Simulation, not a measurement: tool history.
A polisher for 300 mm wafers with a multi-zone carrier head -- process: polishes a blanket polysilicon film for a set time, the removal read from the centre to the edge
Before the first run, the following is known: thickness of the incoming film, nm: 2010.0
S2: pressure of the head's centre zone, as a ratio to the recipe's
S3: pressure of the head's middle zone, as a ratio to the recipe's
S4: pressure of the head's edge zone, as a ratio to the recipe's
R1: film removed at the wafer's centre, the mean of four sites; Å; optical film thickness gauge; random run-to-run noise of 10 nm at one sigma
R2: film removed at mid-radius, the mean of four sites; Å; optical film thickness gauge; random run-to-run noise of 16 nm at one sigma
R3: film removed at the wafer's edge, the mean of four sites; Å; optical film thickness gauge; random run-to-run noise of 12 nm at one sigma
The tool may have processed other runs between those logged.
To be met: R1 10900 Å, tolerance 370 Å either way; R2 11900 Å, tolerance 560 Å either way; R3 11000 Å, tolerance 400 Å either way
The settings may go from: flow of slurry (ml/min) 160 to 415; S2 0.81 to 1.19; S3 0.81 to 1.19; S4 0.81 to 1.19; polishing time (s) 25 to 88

run 1 hour=0 | flow_of_slurry_(ml/min)=265 S2=1 S3=1 S4=1 polishing_time_(s)=56 | R1=8361.6 R2=8765.6 R3=8261.8
run 2 hour=9 | flow_of_slurry_(ml/min)=270 S2=1.01 S3=1.02 S4=1.02 polishing_time_(s)=58 | R1=9129.5 R2=9065.6 R3=8762.5
run 3 hour=9.7 | flow_of_slurry_(ml/min)=270 S2=1 S3=1.04 S4=1.02 polishing_time_(s)=60 | R1=9247.4 R2=9469.9 R3=8839.2
run 4 hour=15.9 | flow_of_slurry_(ml/min)=270 S2=0.99 S3=1.05 S4=1.03 polishing_time_(s)=62 | R1=9485.4 R2=9704.7 R3=9250.2
run 5 hour=19.4 | flow_of_slurry_(ml/min)=275 S2=0.98 S3=1.06 S4=1.03 polishing_time_(s)=64 | R1=9566.7 R2=10268 R3=9400
run 6 hour=21.4 | flow_of_slurry_(ml/min)=275 S2=1.04 S3=1.06 S4=1.03 polishing_time_(s)=64 | R1=10257 R2=10419 R3=9595.1
run 7 hour=24.3 | flow_of_slurry_(ml/min)=275 S2=1.03 S3=1.07 S4=1.04 polishing_time_(s)=65 | R1=10346 R2=10765 R3=9693.2
run 8 hour=29.7 | flow_of_slurry_(ml/min)=275 S2=1.02 S3=1.08 S4=1.06 polishing_time_(s)=66 | R1=10514 R2=10551 R3=9894.5
run 9 hour=34 | flow_of_slurry_(ml/min)=295 S2=0.92 S3=1.15 S4=1.05 polishing_time_(s)=73 | R1=10335 R2=12765 R3=10900

5 next moves are on the table. One of them brings every result within its allowed miss. Which?
run A hour=38.3 | flow_of_slurry_(ml/min)=300 S2=0.87 S3=1.19 S4=1.02 polishing_time_(s)=73 | R1=? R2=? R3=?
run B hour=38.3 | flow_of_slurry_(ml/min)=280 S2=1.04 S3=0.98 S4=1.18 polishing_time_(s)=73 | R1=? R2=? R3=?
run C hour=38.3 | flow_of_slurry_(ml/min)=255 S2=1.01 S3=0.86 S4=1.19 polishing_time_(s)=75 | R1=? R2=? R3=?
run D hour=38.3 | flow_of_slurry_(ml/min)=320 S2=1.01 S3=1.02 S4=0.96 polishing_time_(s)=75 | R1=? R2=? R3=?
run E hour=38.3 | flow_of_slurry_(ml/min)=245 S2=1 S3=1.14 S4=1.13 polishing_time_(s)=71 | R1=? R2=? R3=?

move=A R1=9797.1 R2=12691 R3=10870
move=B R1=11617 R2=10938 R3=11617
move=C R1=11436 R2=10159 R3=11899
move=D R1=11773 R2=11729 R3=10939
move=E R1=10674 R2=11665 R3=10903
A: further off than the last run
B: carries the result that was furthest off beyond its target, to the other side
C: carries the result that was furthest off beyond its target, to the other side
D: meets the target for the result that was furthest off, but another lies outside its allowed miss
E: all results in spec
E meets every target.
